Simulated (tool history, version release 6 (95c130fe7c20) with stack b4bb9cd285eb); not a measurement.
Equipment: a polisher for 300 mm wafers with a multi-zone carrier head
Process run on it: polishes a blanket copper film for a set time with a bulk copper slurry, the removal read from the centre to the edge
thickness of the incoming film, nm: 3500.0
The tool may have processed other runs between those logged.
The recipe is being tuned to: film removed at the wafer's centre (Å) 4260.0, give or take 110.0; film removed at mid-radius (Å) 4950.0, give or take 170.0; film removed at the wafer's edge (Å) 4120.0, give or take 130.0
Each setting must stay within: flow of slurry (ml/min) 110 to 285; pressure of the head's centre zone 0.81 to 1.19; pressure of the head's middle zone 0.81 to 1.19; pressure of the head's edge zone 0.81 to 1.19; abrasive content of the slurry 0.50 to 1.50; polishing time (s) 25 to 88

| run | hour | flow of slurry (ml/min) | pressure of the head's centre zone | pressure of the head's middle zone | pressure of the head's edge zone | abrasive content of the slurry | polishing time (s) | film removed at the wafer's centre (Å) | film removed at mid-radius (Å) | film removed at the wafer's edge (Å) |
|---|---|---|---|---|---|---|---|---|---|---|
| 1 | 0.0 | 180 | 1.00 | 1.00 | 1.00 | 1.00 | 56 | 4013.7 | 4125.5 | 4111.0 |
| 2 | 6.3 | 180 | 1.00 | 0.92 | 1.00 | 1.00 | 56 | 4018.5 | 3855.3 | 4110.9 |
| 3 | 10.2 | 180 | 1.00 | 0.92 | 1.00 | 1.15 | 56 | 4077.8 | 3872.7 | 4207.2 |
| 4 | 16.3 | 180 | 1.00 | 0.92 | 1.00 | 1.25 | 56 | 4138.1 | 3925.7 | 4273.4 |
| 5 | 20.2 | 190 | 1.00 | 0.96 | 0.98 | 1.25 | 56 | 4213.7 | 4127.2 | 4280.3 |
| 6 | 26.6 | 190 | 1.00 | 0.96 | 0.98 | 1.25 | 64 | 4744.2 | 4764.6 | 4873.0 |
| 7 | 30.4 | 180 | 1.00 | 0.98 | 0.95 | 1.20 | 64 | 4682.6 | 4792.1 | 4780.8 |
| 8 | 32.6 | 175 | 1.00 | 1.00 | 0.93 | 1.15 | 64 | 4688.6 | 4809.3 | 4551.9 |
| 9 | 33.7 | 165 | 0.99 | 1.02 | 0.92 | 1.15 | 64 | 4599.8 | 4864.3 | 4652.6 |

Consider the 4 candidate settings below. Which is the only one whose results all fall within their allowed miss of target?
| A | 34.8 | 160 | 1.03 | 1.13 | 0.85 | 1.15 | 60 | ? | ? | ? |
| B | 34.8 | 135 | 0.88 | 1.19 | 0.95 | 1.25 | 63 | ? | ? | ? |
| C | 34.8 | 205 | 0.97 | 1.12 | 0.84 | 1.20 | 58 | ? | ? | ? |
| D | 34.8 | 155 | 0.85 | 0.98 | 1.01 | 1.35 | 64 | ? | ? | ? |

| move | film removed at the wafer's centre (Å) | film removed at mid-radius (Å) | film removed at the wafer's edge (Å) |
|---|---|---|---|
| A | 4410.9 | 5049.8 | 4151.6 |
| B | 3976.5 | 5494.6 | 4537.5 |
| C | 4195.7 | 5015.6 | 4103.9 |
| D | 4033.5 | 4865.8 | 4856.4 |
A: the furthest-off result lands on target, but another misses its tolerance
B: closes in on the targets versus the last run, not all within tolerance yet
C: each result inside its tolerance
D: lands further from the targets than the last run did
So the answer is move C, the one that meets all the targets.
